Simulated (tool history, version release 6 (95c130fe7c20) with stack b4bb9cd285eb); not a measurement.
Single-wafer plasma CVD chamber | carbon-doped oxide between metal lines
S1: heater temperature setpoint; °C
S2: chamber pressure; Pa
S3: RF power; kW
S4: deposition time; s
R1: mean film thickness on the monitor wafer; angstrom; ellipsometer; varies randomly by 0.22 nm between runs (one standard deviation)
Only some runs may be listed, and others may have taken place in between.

Run 1, hour 0: S1 350 °C, S2 551 Pa, S3 0.44 kW, S4 10.63 s. Result: R1 495.85 angstrom.
Run 2, hour 3.6: S1 347 °C, S2 571 Pa, S3 0.44 kW, S4 10.63 s. Result: R1 503.24 angstrom.
Run 3, hour 5.5: S1 347 °C, S2 523 Pa, S3 0.44 kW, S4 10.63 s. Result: R1 494.23 angstrom.
Run 4, hour 12.7: S1 345 °C, S2 548 Pa, S3 0.44 kW, S4 10.63 s. Result: R1 503.25 angstrom.
Run 5, hour 16.4: S1 345 °C, S2 459 Pa, S3 0.44 kW, S4 10.63 s. Result: R1 489.14 angstrom.
Run 6, hour 24.9: S1 343 °C, S2 485 Pa, S3 0.445 kW, S4 10.63 s. Result: R1 503.13 angstrom.
Run 7, hour 33.3: S1 340 °C, S2 496 Pa, S3 0.445 kW, S4 10.63 s. Result: R1 507.94 angstrom.
Run 8, hour 38: S1 338 °C, S2 509 Pa, S3 0.445 kW, S4 10.63 s. Result: R1 513.43 angstrom.
Run 9, hour 39: S1 336 °C, S2 520 Pa, S3 0.445 kW, S4 10.63 s. Result: R1 521.91 angstrom.
Run 10, hour 43.8: S1 335 °C, S2 524 Pa, S3 0.445 kW, S4 10.63 s. Result: R1 519.95 angstrom.
Run 11, hour 50.7: S1 334 °C, S2 532 Pa, S3 0.445 kW, S4 10.63 s. Result: R1 529.33 angstrom.

Run 12, settings as shown, results not yet in. Your forecast:
Run 12, hour 58.5: S1 333 °C, S2 533 Pa, S3 0.445 kW, S4 10.63 s. Result: R1 ?.

{"run 12": {"R1": 526.96}}
